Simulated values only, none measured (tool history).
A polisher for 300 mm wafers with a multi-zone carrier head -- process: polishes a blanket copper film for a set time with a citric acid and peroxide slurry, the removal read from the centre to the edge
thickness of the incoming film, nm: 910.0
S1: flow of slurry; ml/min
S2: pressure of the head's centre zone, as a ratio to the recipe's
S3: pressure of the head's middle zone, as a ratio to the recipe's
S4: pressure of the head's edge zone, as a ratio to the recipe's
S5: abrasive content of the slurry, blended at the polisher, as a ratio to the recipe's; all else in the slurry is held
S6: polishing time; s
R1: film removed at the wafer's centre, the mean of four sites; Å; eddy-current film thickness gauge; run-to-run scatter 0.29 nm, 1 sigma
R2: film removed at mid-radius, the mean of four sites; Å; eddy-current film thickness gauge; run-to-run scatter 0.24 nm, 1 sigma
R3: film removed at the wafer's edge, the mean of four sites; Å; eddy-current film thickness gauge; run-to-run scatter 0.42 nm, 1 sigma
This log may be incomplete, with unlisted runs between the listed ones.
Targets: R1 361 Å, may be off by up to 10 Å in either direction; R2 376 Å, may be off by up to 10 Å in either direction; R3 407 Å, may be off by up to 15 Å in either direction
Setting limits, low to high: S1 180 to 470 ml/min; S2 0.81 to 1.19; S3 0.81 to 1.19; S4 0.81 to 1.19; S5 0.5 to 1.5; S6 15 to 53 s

run  hour   S1    S2    S3    S4    S5  S6      R1      R2      R3
  1     0  300     1     1     1     1  34  716.51  705.04  706.42
  2   8.2  300  1.03     1     1     1  34  720.32  710.83   694.3
  3  11.9  370  1.03     1     1     1  34  761.92  725.18  698.12
  4  15.1  370  1.08     1     1     1  34  778.52  713.43  697.84
  5  21.7  335  1.01  0.96     1  0.85  30  626.39  596.32  623.47
  6  28.1  335  1.01  0.96  0.96  0.85  30   628.5  595.86  594.31
  7  32.2  310  0.95  0.93  0.93  0.75  27   521.5  515.31  520.99
  8    41  260  0.85  0.83  0.85   0.5  21  349.17  341.24  364.78
  9  44.4  285  0.85  0.84  0.88   0.5  21   355.3  349.19  375.75
 10  45.5  300  0.84  0.85  0.91   0.5  21  355.75  360.99  385.94
 11  50.2  310  0.84  0.85  0.93   0.5  21  358.69  355.32  387.08
 12  52.6  315  0.83  0.86  0.95   0.5  21  357.44  363.24  390.28
 13    56  315  0.83  0.86  0.95   0.5  21  351.05  361.34  393.61
 14  62.7  325  0.83  0.87  0.96   0.5  21  355.82  361.07  396.41

Which of these 5 next moves meets every target?
  A  69.4  365  0.82  0.87  0.97  0.65  21   ?   ?   ?
  B  69.4  425   0.9  0.87  1.14   0.5  20   ?   ?   ?
  C  69.4  370  0.81  0.81  1.05  0.55  20   ?   ?   ?
  D  69.4  255  0.86  0.98  0.89   0.6  20   ?   ?   ?
  E  69.4  300  0.82  0.81  1.01   0.5  21   ?   ?   ?

move      R1      R2      R3
   A  367.77  378.65  406.16
   B  372.86  355.73  406.02
   C  341.53  334.95  393.09
   D  346.39  380.34  360.63
   E  351.23  341.82  396.93
A: every result lands within tolerance
B: further off than the last run
C: further off than the last run
D: gets the furthest-off result to its target, but another result is out of tolerance
E: further off than the last run
A meets every target.
